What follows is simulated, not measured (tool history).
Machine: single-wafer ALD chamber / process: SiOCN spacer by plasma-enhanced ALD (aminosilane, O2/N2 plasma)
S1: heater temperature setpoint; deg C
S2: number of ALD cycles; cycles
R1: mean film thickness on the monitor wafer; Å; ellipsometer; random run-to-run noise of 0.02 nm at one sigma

Run 1, hour 0: S1 405 deg C, S2 71 cycles. Result: R1 43.166 Å.
Run 2, hour 6.2: S1 405 deg C, S2 76 cycles. Result: R1 46.509 Å.
Run 3, hour 12.4: S1 408 deg C, S2 71 cycles. Result: R1 42.904 Å.
Run 4, hour 18.7: S1 403 deg C, S2 71 cycles. Result: R1 42.772 Å.
At hour 20.2: thermocouple changed; heater temperature recalibrated.
Run 5, hour 20.2: S1 403 deg C, S2 68 cycles. Result: R1 41.21 Å.
Run 6, hour 21.4: S1 403 deg C, S2 65 cycles. Result: R1 39.485 Å.

Expected results for the next run?
Run 7, hour 28.4: S1 403 deg C, S2 63 cycles. Result: R1 ?.

Run 7 yielded R1 37.43 Å.

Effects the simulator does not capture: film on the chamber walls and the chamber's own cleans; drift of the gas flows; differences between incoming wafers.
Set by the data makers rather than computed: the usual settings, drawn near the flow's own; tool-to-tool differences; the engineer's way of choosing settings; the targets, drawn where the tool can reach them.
